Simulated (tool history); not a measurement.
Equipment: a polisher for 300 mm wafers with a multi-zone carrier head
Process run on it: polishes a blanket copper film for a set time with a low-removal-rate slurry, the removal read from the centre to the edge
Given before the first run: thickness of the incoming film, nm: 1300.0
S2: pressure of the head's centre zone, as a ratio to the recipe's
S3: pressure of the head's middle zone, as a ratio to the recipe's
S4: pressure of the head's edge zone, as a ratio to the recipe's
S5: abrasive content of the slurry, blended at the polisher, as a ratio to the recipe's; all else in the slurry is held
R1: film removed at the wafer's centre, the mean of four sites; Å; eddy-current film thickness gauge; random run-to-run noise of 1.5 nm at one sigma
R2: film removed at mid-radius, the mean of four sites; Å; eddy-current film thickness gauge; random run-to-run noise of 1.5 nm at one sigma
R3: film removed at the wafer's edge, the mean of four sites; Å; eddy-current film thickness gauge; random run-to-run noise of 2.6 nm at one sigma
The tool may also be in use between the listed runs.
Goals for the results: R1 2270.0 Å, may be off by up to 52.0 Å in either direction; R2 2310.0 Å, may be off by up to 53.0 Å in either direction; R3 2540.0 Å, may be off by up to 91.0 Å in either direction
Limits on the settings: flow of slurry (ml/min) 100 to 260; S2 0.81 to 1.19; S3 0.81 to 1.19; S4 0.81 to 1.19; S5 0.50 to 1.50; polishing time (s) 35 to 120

run 1 hour=0.0 | flow_of_slurry_(ml/min)=165 S2=1.00 S3=1.00 S4=1.00 S5=1.00 polishing_time_(s)=77 | R1=1782.0 R2=1765.8 R3=1853.8
run 2 hour=3.7 | flow_of_slurry_(ml/min)=175 S2=1.00 S3=1.01 S4=1.05 S5=1.15 polishing_time_(s)=79 | R1=1923.7 R2=1902.2 R3=1992.3
run 3 hour=8.2 | flow_of_slurry_(ml/min)=175 S2=1.00 S3=1.01 S4=1.05 S5=1.30 polishing_time_(s)=79 | R1=1950.2 R2=1936.5 R3=2080.1
run 4 hour=15.0 | flow_of_slurry_(ml/min)=175 S2=1.00 S3=1.07 S4=1.05 S5=1.30 polishing_time_(s)=79 | R1=1964.6 R2=2054.7 R3=2033.1
run 5 hour=21.5 | flow_of_slurry_(ml/min)=175 S2=0.96 S3=1.07 S4=1.05 S5=1.30 polishing_time_(s)=79 | R1=1899.1 R2=2050.5 R3=2016.7
run 6 hour=30.1 | flow_of_slurry_(ml/min)=185 S2=0.96 S3=1.06 S4=1.09 S5=1.35 polishing_time_(s)=81 | R1=1977.3 R2=2108.4 R3=2132.0
run 7 hour=34.0 | flow_of_slurry_(ml/min)=190 S2=0.96 S3=1.05 S4=1.11 S5=1.40 polishing_time_(s)=83 | R1=2068.1 R2=2178.1 R3=2256.5
run 8 hour=42.4 | flow_of_slurry_(ml/min)=200 S2=0.96 S3=1.04 S4=1.13 S5=1.45 polishing_time_(s)=84 | R1=2105.7 R2=2210.1 R3=2376.6
run 9 hour=47.1 | flow_of_slurry_(ml/min)=215 S2=0.97 S3=1.04 S4=1.14 S5=1.45 polishing_time_(s)=84 | R1=2121.6 R2=2242.8 R3=2373.6
run 10 hour=54.1 | flow_of_slurry_(ml/min)=220 S2=0.98 S3=1.04 S4=1.15 S5=1.45 polishing_time_(s)=84 | R1=2159.6 R2=2236.0 R3=2406.7
run 11 hour=62.5 | flow_of_slurry_(ml/min)=225 S2=0.99 S3=1.04 S4=1.16 S5=1.45 polishing_time_(s)=84 | R1=2193.3 R2=2261.8 R3=2362.9

Pick the move, out of 4, that brings all results within their allowed miss; only one does.
run A hour=70.9 | flow_of_slurry_(ml/min)=255 S2=0.99 S3=1.09 S4=1.14 S5=1.00 polishing_time_(s)=86 | R1=? R2=? R3=?
run B hour=70.9 | flow_of_slurry_(ml/min)=160 S2=1.01 S3=0.99 S4=1.19 S5=1.50 polishing_time_(s)=89 | R1=? R2=? R3=?
run C hour=70.9 | flow_of_slurry_(ml/min)=210 S2=0.92 S3=1.02 S4=1.17 S5=1.50 polishing_time_(s)=88 | R1=? R2=? R3=?
run D hour=70.9 | flow_of_slurry_(ml/min)=245 S2=0.96 S3=0.99 S4=1.19 S5=1.30 polishing_time_(s)=90 | R1=? R2=? R3=?

move=A R1=2114.7 R2=2214.2 R3=2246.6
move=B R1=2268.1 R2=2187.0 R3=2476.8
move=C R1=2159.2 R2=2292.5 R3=2492.3
move=D R1=2263.4 R2=2263.1 R3=2527.1
A: lands further from the targets than the last run did
B: corrects the largest miss of the last run, while another result sits out of spec
C: corrects the largest miss of the last run, while another result sits out of spec
D: every result lands within tolerance
Go with D: it meets all targets.
